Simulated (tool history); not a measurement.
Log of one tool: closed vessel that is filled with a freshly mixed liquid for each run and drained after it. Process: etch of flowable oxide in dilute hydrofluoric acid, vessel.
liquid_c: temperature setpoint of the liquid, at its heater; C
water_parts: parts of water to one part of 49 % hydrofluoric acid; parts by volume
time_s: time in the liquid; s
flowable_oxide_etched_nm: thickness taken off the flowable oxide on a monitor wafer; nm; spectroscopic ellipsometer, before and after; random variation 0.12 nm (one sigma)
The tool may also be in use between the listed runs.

run    day  liquid_c  water_parts  time_s  flowable_oxide_etched_nm
  1  0.000      22.0          150     105                    14.747
  2  0.104      24.0          150     105                    15.755
  3  0.312      23.0          150     105                    15.306
  4  0.550      22.5          150     105                    15.283
  5  0.796      22.5          150     105                    15.190
  6  1.054      25.5          150     105                    17.150
  7  1.125      24.5          150     105                    16.238
  8  1.379      23.5          150     105                    15.595
  9  1.542      23.0          150     105                    15.319
 10  1.688      22.5          150     105                    15.160
 11  1.875      22.0          150     105                    14.766
 12  2.079      21.5          150     105                    14.311
 13  2.150      21.0          150     105                    14.087
 14  2.433      20.5          150     105                    13.971

The next listed run, before its measurement:
 15  2.633      20.0          150     105                         ?

flowable_oxide_etched_nm: 13.899 nm

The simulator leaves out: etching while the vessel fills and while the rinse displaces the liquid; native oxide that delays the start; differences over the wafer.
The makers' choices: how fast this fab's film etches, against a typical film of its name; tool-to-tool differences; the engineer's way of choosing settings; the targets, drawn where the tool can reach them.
